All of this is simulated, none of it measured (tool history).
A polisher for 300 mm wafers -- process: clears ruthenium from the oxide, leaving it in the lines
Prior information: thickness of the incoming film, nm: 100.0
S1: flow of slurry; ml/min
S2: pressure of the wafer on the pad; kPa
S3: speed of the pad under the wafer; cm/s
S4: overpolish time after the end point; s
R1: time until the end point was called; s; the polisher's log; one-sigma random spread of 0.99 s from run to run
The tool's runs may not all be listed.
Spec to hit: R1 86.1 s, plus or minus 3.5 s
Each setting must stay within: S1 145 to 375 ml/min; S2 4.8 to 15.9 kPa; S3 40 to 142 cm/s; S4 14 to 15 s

run  hour   S1    S2   S3  S4      R1
  1     0  240  10.3   90  14  119.57
  2   7.1  240  10.3   98  14  108.96
  3   8.6  300  10.3   98  14  106.25
  4  15.4  300   8.3   98  14  134.56
  5  22.2  300   6.9   98  14  155.54
  6  26.5  300   6.9  118  14  132.47
  7  32.7  300   7.6  118  14  120.73
  8  36.4  300   8.3  118  14   112.7
  9    39  300     9  118  14  104.17
 10  42.8  300   9.7  118  14    94.1

Exactly one of the 5 candidate moves below puts every result within its allowed miss. Which one?
  A  46.6  275  11.7  118  14   ?
  B  46.6  305   8.3  136  15   ?
  C  46.6  335   8.3  136  14   ?
  D  46.6  265   8.3  116  14   ?
  E  46.6  245     9  142  15   ?

move      R1
   A   78.94
   B  95.624
   C  95.066
   D  112.74
   E  86.071
A: the result that was furthest off in the last run now lies on the other side of its target
B: moves away from the targets compared with the last run
C: moves away from the targets compared with the last run
D: moves away from the targets compared with the last run
E: in spec on every target
Correct choice: E, which meets every target
